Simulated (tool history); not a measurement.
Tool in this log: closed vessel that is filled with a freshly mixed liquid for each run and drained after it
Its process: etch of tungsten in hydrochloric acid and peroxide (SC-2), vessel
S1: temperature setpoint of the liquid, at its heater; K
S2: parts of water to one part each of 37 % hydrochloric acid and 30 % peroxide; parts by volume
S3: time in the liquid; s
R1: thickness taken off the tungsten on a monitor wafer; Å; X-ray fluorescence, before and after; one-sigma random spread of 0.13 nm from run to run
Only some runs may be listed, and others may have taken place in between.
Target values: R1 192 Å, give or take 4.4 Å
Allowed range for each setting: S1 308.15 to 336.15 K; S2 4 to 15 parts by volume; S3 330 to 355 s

run,day,S1,S2,S3,R1
1,0,320.15,8.5,330,397.03
2,0.312,320.15,8.5,330,404.97
3,0.408,317.15,8.5,330,327.52
4,0.738,315.15,8.5,330,284.91
5,1.05,315.15,6.5,330,352.26
6,1.412,315.15,6.5,330,345.74
7,1.646,315.15,6.5,330,353.22
8,1.933,313.15,7,330,288.38
9,2.004,311.65,7,330,257.59
10,2.042,310.65,7,330,238.45
11,2.104,310.15,7,330,230.08
12,2.204,309.65,7,330,225.72
13,2.5,309.15,7,330,215.98
14,2.875,308.65,7,330,208.02

Which one of the following 5 next-run settings gets every result inside its allowed miss? There is exactly one.
A,3.25,310.65,10,335,?
B,3.25,310.15,8,355,?
C,3.25,309.15,8,330,?
D,3.25,310.65,10.5,345,?
E,3.25,308.65,8.5,335,?

move,R1
A,182.98
B,224.42
C,194.01
D,180.9
E,180.85
A: takes the result that was furthest off past its target
B: its largest miss is bigger than the last run's
C: all results in spec
D: takes the result that was furthest off past its target
E: takes the result that was furthest off past its target
Correct choice: C, which meets every target
